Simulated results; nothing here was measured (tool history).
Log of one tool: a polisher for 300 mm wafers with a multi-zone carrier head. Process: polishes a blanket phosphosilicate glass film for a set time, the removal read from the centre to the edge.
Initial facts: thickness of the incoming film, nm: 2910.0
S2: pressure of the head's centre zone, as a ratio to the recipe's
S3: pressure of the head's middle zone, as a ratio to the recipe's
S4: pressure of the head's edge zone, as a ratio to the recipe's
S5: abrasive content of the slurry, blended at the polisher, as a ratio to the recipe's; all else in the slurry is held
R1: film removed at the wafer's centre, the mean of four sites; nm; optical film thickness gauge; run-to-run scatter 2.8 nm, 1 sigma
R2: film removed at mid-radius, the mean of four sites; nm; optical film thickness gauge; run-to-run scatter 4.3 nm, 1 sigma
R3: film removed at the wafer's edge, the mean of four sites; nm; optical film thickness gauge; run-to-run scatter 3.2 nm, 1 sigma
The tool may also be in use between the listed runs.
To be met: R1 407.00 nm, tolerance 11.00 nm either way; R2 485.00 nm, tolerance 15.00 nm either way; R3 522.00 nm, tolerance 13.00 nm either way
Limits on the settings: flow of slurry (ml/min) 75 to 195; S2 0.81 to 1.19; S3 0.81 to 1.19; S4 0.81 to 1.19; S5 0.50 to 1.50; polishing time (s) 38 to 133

Run 1, day 0.000: flow of slurry (ml/min) 125, S2 1.00, S3 1.00, S4 1.00, S5 1.00, polishing time (s) 85. Result: R1 785.53 nm, R2 792.43 nm, R3 796.76 nm.
Run 2, day 0.146: flow of slurry (ml/min) 120, S2 0.98, S3 0.99, S4 1.00, S5 0.95, polishing time (s) 84. Result: R1 726.96 nm, R2 745.12 nm, R3 755.83 nm.
Run 3, day 0.512: flow of slurry (ml/min) 120, S2 0.98, S3 0.99, S4 1.00, S5 0.85, polishing time (s) 84. Result: R1 680.15 nm, R2 703.31 nm, R3 709.26 nm.
Run 4, day 0.554: flow of slurry (ml/min) 115, S2 0.96, S3 0.98, S4 1.00, S5 0.80, polishing time (s) 84. Result: R1 634.73 nm, R2 668.58 nm, R3 682.61 nm.
Run 5, day 0.833: flow of slurry (ml/min) 90, S2 0.96, S3 0.98, S4 1.00, S5 0.80, polishing time (s) 84. Result: R1 593.16 nm, R2 623.32 nm, R3 644.86 nm.
Run 6, day 0.950: flow of slurry (ml/min) 120, S2 0.96, S3 0.98, S4 1.00, S5 0.80, polishing time (s) 84. Result: R1 639.39 nm, R2 660.48 nm, R3 678.69 nm.
Run 7, day 1.229: flow of slurry (ml/min) 115, S2 0.94, S3 0.98, S4 1.00, S5 0.80, polishing time (s) 84. Result: R1 618.63 nm, R2 661.02 nm, R3 677.08 nm.
Run 8, day 1.500: flow of slurry (ml/min) 115, S2 0.94, S3 0.98, S4 1.00, S5 0.80, polishing time (s) 84. Result: R1 620.84 nm, R2 662.10 nm, R3 680.76 nm.
Run 9, day 1.712: flow of slurry (ml/min) 80, S2 0.84, S3 0.93, S4 0.97, S5 0.55, polishing time (s) 77. Result: R1 340.01 nm, R2 388.16 nm, R3 426.03 nm.
Run 10, day 2.021: flow of slurry (ml/min) 85, S2 0.84, S3 0.93, S4 0.98, S5 0.55, polishing time (s) 77. Result: R1 343.86 nm, R2 405.18 nm, R3 436.71 nm.
Run 11, day 2.075: flow of slurry (ml/min) 90, S2 0.84, S3 0.93, S4 0.99, S5 0.55, polishing time (s) 77. Result: R1 354.12 nm, R2 410.48 nm, R3 445.37 nm.
Run 12, day 2.142: flow of slurry (ml/min) 90, S2 0.84, S3 0.93, S4 0.99, S5 0.55, polishing time (s) 77. Result: R1 350.26 nm, R2 414.14 nm, R3 440.06 nm.
Run 13, day 2.475: flow of slurry (ml/min) 95, S2 0.84, S3 0.92, S4 1.01, S5 0.55, polishing time (s) 77. Result: R1 360.51 nm, R2 414.06 nm, R3 457.46 nm.
Run 14, day 2.588: flow of slurry (ml/min) 100, S2 0.84, S3 0.92, S4 1.02, S5 0.55, polishing time (s) 77. Result: R1 364.00 nm, R2 418.28 nm, R3 453.94 nm.
Run 15, day 2.617: flow of slurry (ml/min) 135, S2 0.81, S3 0.94, S4 1.12, S5 0.75, polishing time (s) 77. Result: R1 493.33 nm, R2 581.80 nm, R3 643.10 nm.
Run 16, day 2.958: flow of slurry (ml/min) 130, S2 0.81, S3 0.94, S4 1.11, S5 0.75, polishing time (s) 77. Result: R1 488.62 nm, R2 573.20 nm, R3 637.52 nm.
Run 17, day 3.325: flow of slurry (ml/min) 125, S2 0.81, S3 0.94, S4 1.10, S5 0.75, polishing time (s) 77. Result: R1 473.98 nm, R2 578.33 nm, R3 634.86 nm.
Run 18, day 3.492: flow of slurry (ml/min) 120, S2 0.81, S3 0.94, S4 1.08, S5 0.75, polishing time (s) 77. Result: R1 469.05 nm, R2 555.52 nm, R3 626.64 nm.
Run 19, day 3.858: flow of slurry (ml/min) 115, S2 0.81, S3 0.94, S4 1.06, S5 0.75, polishing time (s) 77. Result: R1 465.58 nm, R2 563.57 nm, R3 607.57 nm.
Run 20, day 3.892: flow of slurry (ml/min) 110, S2 0.81, S3 0.94, S4 1.05, S5 0.75, polishing time (s) 77. Result: R1 466.78 nm, R2 548.66 nm, R3 601.18 nm.
Run 21, day 4.075: flow of slurry (ml/min) 105, S2 0.81, S3 0.94, S4 1.04, S5 0.75, polishing time (s) 77. Result: R1 453.12 nm, R2 545.01 nm, R3 601.39 nm.
Run 22, day 4.283: flow of slurry (ml/min) 105, S2 0.81, S3 0.94, S4 1.02, S5 0.75, polishing time (s) 77. Result: R1 459.31 nm, R2 546.57 nm, R3 585.18 nm.

4 candidate next runs follow, results not yet known. Just one meets every target within its allowed miss. Identify it.
Run A, day 4.492: flow of slurry (ml/min) 95, S2 0.84, S3 0.97, S4 1.04, S5 0.60, polishing time (s) 81. Result: R1 ?, R2 ?, R3 ?.
Run B, day 4.492: flow of slurry (ml/min) 105, S2 0.84, S3 0.90, S4 1.03, S5 0.80, polishing time (s) 68. Result: R1 ?, R2 ?, R3 ?.
Run C, day 4.492: flow of slurry (ml/min) 140, S2 0.84, S3 0.96, S4 0.81, S5 0.70, polishing time (s) 80. Result: R1 ?, R2 ?, R3 ?.
Run D, day 4.492: flow of slurry (ml/min) 145, S2 0.85, S3 1.00, S4 1.08, S5 0.55, polishing time (s) 77. Result: R1 ?, R2 ?, R3 ?.

move      R1      R2      R3
   A  410.71  483.72  523.44
   B  439.05  483.94  550.50
   C  508.28  585.55  553.11
   D  411.04  483.46  503.79
A: each result inside its tolerance
B: better than the last run, though not everything is in spec
C: its largest miss is bigger than the last run's
D: takes the biggest miss from the last run beyond its target
A meets every target.

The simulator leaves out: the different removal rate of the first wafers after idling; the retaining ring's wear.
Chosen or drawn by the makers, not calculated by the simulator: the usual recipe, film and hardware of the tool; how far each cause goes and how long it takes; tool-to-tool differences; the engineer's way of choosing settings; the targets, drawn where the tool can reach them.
